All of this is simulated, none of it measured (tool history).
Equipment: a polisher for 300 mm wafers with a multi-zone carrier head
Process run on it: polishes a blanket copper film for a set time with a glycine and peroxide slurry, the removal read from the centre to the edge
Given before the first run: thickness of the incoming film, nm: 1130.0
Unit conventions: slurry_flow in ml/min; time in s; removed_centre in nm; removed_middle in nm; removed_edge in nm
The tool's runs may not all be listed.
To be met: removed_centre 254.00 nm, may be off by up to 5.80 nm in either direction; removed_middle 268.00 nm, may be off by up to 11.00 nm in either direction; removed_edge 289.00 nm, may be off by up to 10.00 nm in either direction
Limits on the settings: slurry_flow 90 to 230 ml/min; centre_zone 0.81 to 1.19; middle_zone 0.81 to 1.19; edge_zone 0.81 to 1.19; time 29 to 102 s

| run | hour | slurry_flow | centre_zone | middle_zone | edge_zone | time | removed_centre | removed_middle | removed_edge |
|---|---|---|---|---|---|---|---|---|---|
| 1 | 0.0 | 150 | 1.00 | 1.00 | 1.00 | 65 | 217.44 | 221.42 | 220.25 |
| 2 | 5.3 | 150 | 1.00 | 1.05 | 1.00 | 65 | 220.70 | 235.15 | 220.66 |
| 3 | 10.4 | 150 | 1.00 | 0.99 | 1.00 | 65 | 218.63 | 225.68 | 220.51 |
| 4 | 14.9 | 150 | 1.00 | 0.92 | 1.00 | 65 | 215.92 | 213.97 | 218.28 |
| 5 | 22.6 | 155 | 0.99 | 0.93 | 1.03 | 67 | 225.91 | 222.84 | 228.52 |
| 6 | 31.0 | 155 | 0.99 | 0.93 | 1.03 | 77 | 260.22 | 253.03 | 264.76 |
| 7 | 37.0 | 155 | 0.98 | 0.94 | 1.05 | 78 | 261.52 | 265.64 | 271.46 |
| 8 | 44.7 | 150 | 0.97 | 0.93 | 1.07 | 78 | 254.19 | 260.31 | 271.24 |
| 9 | 46.9 | 150 | 0.97 | 0.93 | 1.09 | 78 | 257.22 | 251.41 | 271.30 |
| 10 | 52.3 | 150 | 0.96 | 0.94 | 1.10 | 79 | 256.56 | 260.70 | 275.38 |
| 11 | 54.7 | 150 | 0.95 | 0.94 | 1.11 | 80 | 261.54 | 263.91 | 281.41 |

Consider the 5 candidate settings below. Which is the only one whose results all fall within their allowed miss of target?
| A | 57.1 | 160 | 1.01 | 1.03 | 1.19 | 78 | ? | ? | ? |
| B | 57.1 | 160 | 0.85 | 0.90 | 1.05 | 83 | ? | ? | ? |
| C | 57.1 | 180 | 0.97 | 0.93 | 1.08 | 81 | ? | ? | ? |
| D | 57.1 | 160 | 0.94 | 1.03 | 1.06 | 78 | ? | ? | ? |
| E | 57.1 | 160 | 0.89 | 0.87 | 1.06 | 84 | ? | ? | ? |

| move | removed_centre | removed_middle | removed_edge |
|---|---|---|---|
| A | 269.92 | 281.29 | 287.80 |
| B | 254.39 | 267.49 | 289.81 |
| C | 278.27 | 273.48 | 290.43 |
| D | 256.52 | 281.41 | 273.02 |
| E | 265.64 | 263.18 | 294.65 |
A: moves away from the targets compared with the last run
B: all results in spec
C: moves away from the targets compared with the last run
D: corrects the largest miss of the last run, while another result sits out of spec
E: moves away from the targets compared with the last run
Correct choice: B, which meets every target
